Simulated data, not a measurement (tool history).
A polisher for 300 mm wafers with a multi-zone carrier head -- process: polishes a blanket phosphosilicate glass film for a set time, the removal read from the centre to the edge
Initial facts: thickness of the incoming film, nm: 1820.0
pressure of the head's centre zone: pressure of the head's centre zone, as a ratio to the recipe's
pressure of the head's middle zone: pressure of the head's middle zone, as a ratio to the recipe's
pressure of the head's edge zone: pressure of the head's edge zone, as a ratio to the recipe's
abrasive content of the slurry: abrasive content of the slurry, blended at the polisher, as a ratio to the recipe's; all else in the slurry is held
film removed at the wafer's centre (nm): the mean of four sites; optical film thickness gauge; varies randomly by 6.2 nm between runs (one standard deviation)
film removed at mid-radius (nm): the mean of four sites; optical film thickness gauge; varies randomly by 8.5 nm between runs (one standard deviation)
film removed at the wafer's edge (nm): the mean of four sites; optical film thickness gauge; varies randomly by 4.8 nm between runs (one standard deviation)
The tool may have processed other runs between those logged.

run    day  flow of slurry (ml/min)  pressure of the head's centre zone  pressure of the head's middle zone  pressure of the head's edge zone  abrasive content of the slurry  polishing time (s)  film removed at the wafer's centre (nm)  film removed at mid-radius (nm)  film removed at the wafer's edge (nm)
  1      0                      180                                   1                                   1                                 1                               1                  76                                   485.83                           476.21                                 486.71
  2  0.146                      180                                   1                                1.07                                 1                               1                  76                                   484.57                           512.13                                 475.04
  3  0.258                      180                                1.07                                1.07                                 1                               1                  76                                   494.13                           520.31                                 486.57
  4  0.375                      215                                1.07                                1.07                                 1                               1                  76                                   515.99                           514.61                                 483.13
  5  0.517                      220                                1.09                                1.08                              1.01                            1.05                  76                                   535.59                           546.65                                  503.1
  6  0.858                      200                                1.09                                1.08                              1.01                            1.05                  76                                   531.77                           536.32                                 494.09
  7  1.092                      200                                 1.1                                1.08                              1.03                            1.05                  76                                   529.33                           532.65                                 498.12
  8  1.208                      205                                1.11                                1.08                              1.03                             1.1                  76                                   542.19                           554.74                                 502.56
  9  1.379                      210                                1.12                                1.07                              1.04                             1.1                  76                                   554.99                           531.22                                 510.19

Run 10 has not been measured yet. What should we expect?
 10  1.542                      215                                1.12                                1.08                              1.04                             1.1                  76                                        ?                                ?                                      ?

Run 10 yielded film removed at the wafer's centre (nm) 561.15, film removed at mid-radius (nm) 559.97, film removed at the wafer's edge (nm) 516.95.

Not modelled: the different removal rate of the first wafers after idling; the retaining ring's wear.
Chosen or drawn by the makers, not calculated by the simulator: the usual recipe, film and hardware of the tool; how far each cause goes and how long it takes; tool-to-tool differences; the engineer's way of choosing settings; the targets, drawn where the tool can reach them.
